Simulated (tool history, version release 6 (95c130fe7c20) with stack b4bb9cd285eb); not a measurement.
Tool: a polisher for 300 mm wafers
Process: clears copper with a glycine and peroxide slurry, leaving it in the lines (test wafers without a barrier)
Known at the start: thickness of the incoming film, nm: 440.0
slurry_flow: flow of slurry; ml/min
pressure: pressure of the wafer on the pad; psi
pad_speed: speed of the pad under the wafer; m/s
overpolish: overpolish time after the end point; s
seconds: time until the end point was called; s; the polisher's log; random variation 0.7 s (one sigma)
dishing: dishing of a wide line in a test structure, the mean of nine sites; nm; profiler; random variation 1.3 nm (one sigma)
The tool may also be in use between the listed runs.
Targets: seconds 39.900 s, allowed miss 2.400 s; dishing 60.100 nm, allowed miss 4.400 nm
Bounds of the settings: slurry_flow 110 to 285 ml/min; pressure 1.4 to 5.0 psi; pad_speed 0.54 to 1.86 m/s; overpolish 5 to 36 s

run,hour,slurry_flow,pressure,pad_speed,overpolish,seconds,dishing
1,0.0,180,3.2,1.18,18,67.336,50.478
2,9.0,180,3.2,1.18,21,65.355,52.836
3,11.7,180,3.2,1.34,21,60.830,54.085
4,16.8,180,3.6,1.34,21,53.135,57.289
5,23.4,205,3.6,1.34,21,54.266,58.047
# hour 24.3: worn pad replaced by a new one
6,24.3,240,3.6,1.34,21,46.967,59.303
7,32.1,245,3.6,1.34,21,47.491,58.703
8,37.3,255,3.9,1.36,20,42.440,59.026

5 next moves are on the table. One of them brings every result within its allowed miss. Which?
A,42.5,285,4.2,1.14,20,?,?
B,42.5,285,4.2,1.60,10,?,?
C,42.5,245,4.4,1.62,18,?,?
D,42.5,270,4.8,1.20,12,?,?
E,42.5,260,4.2,1.36,21,?,?

move,seconds,dishing
A,46.933,58.947
B,34.533,51.709
C,33.176,60.544
D,39.947,53.388
E,40.394,60.521
A: further off than the last run
B: takes the result that was furthest off past its target
C: takes the result that was furthest off past its target
D: brings the result that was furthest off to its target, and leaves another outside
E: meets every target
Answer: E

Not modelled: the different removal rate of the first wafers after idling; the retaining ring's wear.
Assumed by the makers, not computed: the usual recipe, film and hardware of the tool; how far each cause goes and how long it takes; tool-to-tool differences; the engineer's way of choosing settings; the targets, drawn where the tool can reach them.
